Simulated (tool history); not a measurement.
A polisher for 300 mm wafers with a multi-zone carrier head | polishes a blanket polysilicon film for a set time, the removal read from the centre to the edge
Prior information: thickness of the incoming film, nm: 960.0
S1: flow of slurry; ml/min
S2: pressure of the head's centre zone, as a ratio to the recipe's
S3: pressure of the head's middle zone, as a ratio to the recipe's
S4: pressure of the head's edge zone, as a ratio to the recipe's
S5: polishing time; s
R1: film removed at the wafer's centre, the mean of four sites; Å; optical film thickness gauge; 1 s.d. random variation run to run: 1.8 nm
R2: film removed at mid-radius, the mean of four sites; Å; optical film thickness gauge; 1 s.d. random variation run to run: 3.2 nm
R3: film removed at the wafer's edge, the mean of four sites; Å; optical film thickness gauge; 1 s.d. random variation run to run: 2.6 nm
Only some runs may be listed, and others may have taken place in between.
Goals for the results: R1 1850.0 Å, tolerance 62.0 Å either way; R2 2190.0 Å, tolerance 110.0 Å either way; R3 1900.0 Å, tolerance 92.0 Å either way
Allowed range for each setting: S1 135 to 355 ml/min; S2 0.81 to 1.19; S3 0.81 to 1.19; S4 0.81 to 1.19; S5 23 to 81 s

{"run": 1, "hour": 0.0, "S1": 225, "S2": 1.0, "S3": 1.0, "S4": 1.0, "S5": 52, "R1": 3057.0, "R2": 3321.7, "R3": 3311.2}
{"run": 2, "hour": 5.7, "S1": 225, "S2": 1.06, "S3": 1.0, "S4": 1.0, "S5": 52, "R1": 3204.0, "R2": 3365.0, "R3": 3229.3}
{"run": 3, "hour": 6.6, "S1": 225, "S2": 1.05, "S3": 1.01, "S4": 0.99, "S5": 49, "R1": 2997.6, "R2": 3209.3, "R3": 2994.8}
{"run": 4, "hour": 13.7, "S1": 225, "S2": 1.04, "S3": 1.01, "S4": 0.98, "S5": 47, "R1": 2857.3, "R2": 3083.3, "R3": 2860.2}
{"run": 5, "hour": 16.7, "S1": 225, "S2": 1.04, "S3": 1.01, "S4": 0.92, "S5": 47, "R1": 2883.9, "R2": 3139.8, "R3": 2859.6}
{"run": 6, "hour": 17.8, "S1": 225, "S2": 1.03, "S3": 1.01, "S4": 0.92, "S5": 45, "R1": 2733.5, "R2": 2941.4, "R3": 2762.6}
{"run": 7, "hour": 22.7, "S1": 225, "S2": 1.03, "S3": 1.02, "S4": 0.92, "S5": 43, "R1": 2600.5, "R2": 2921.8, "R3": 2638.3}
{"hour": 23.7, "done": "centre zone pressure recalibrated"}
{"run": 8, "hour": 23.7, "S1": 225, "S2": 1.03, "S3": 1.02, "S4": 0.92, "S5": 41, "R1": 2765.2, "R2": 2732.6, "R3": 2520.8}
{"run": 9, "hour": 30.6, "S1": 215, "S2": 1.01, "S3": 1.03, "S4": 0.91, "S5": 40, "R1": 2575.3, "R2": 2655.5, "R3": 2367.7}

4 next moves are on the table. One of them brings every result within its allowed miss. Which?
{"run": "A", "hour": 37.5, "S1": 205, "S2": 0.81, "S3": 0.87, "S4": 0.97, "S5": 33, "R1": "?", "R2": "?", "R3": "?"}
{"run": "B", "hour": 37.5, "S1": 150, "S2": 1.05, "S3": 1.05, "S4": 0.92, "S5": 30, "R1": "?", "R2": "?", "R3": "?"}
{"run": "C", "hour": 37.5, "S1": 235, "S2": 0.89, "S3": 1.07, "S4": 0.88, "S5": 32, "R1": "?", "R2": "?", "R3": "?"}
{"run": "D", "hour": 37.5, "S1": 345, "S2": 0.81, "S3": 0.92, "S4": 0.92, "S5": 34, "R1": "?", "R2": "?", "R3": "?"}

move=A R1=1697.3 R2=1957.4 R3=2064.7
move=B R1=1875.8 R2=1944.4 R3=1748.1
move=C R1=1853.2 R2=2284.3 R3=1937.5
move=D R1=1873.7 R2=2242.6 R3=2173.5
A: pushes the last run's worst result past its target
B: brings the last run's worst result on target, with another outside its allowed miss
C: each result inside its tolerance
D: brings the last run's worst result on target, with another outside its allowed miss
Go with C: it meets all targets.

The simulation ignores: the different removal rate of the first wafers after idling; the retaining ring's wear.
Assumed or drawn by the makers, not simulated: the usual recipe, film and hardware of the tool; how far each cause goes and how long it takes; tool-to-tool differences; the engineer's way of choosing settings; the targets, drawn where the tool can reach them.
